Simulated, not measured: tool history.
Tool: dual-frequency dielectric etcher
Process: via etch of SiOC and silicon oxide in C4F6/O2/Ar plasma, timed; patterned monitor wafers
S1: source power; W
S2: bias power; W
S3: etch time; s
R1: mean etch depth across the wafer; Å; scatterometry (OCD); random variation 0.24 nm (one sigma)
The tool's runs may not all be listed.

{"run": 1, "day": 0.0, "S1": 420, "S2": 192, "S3": 96.5, "R1": 1138.4}
{"run": 2, "day": 0.333, "S1": 400, "S2": 186, "S3": 96.5, "R1": 1089.3}
{"run": 3, "day": 0.429, "S1": 400, "S2": 186, "S3": 101.0, "R1": 1140.5}
{"run": 4, "day": 0.667, "S1": 380, "S2": 183, "S3": 101.0, "R1": 1092.1}
{"run": 5, "day": 0.725, "S1": 370, "S2": 182, "S3": 101.0, "R1": 1071.5}
{"run": 6, "day": 0.829, "S1": 410, "S2": 182, "S3": 101.0, "R1": 1150.6}
{"run": 7, "day": 0.933, "S1": 390, "S2": 181, "S3": 101.0, "R1": 1109.7}

Forecast run 8:
{"run": 8, "day": 0.971, "S1": 310, "S2": 158, "S3": 100.5, "R1": "?"}

For run 8 the tool returned R1 880.34 Å.
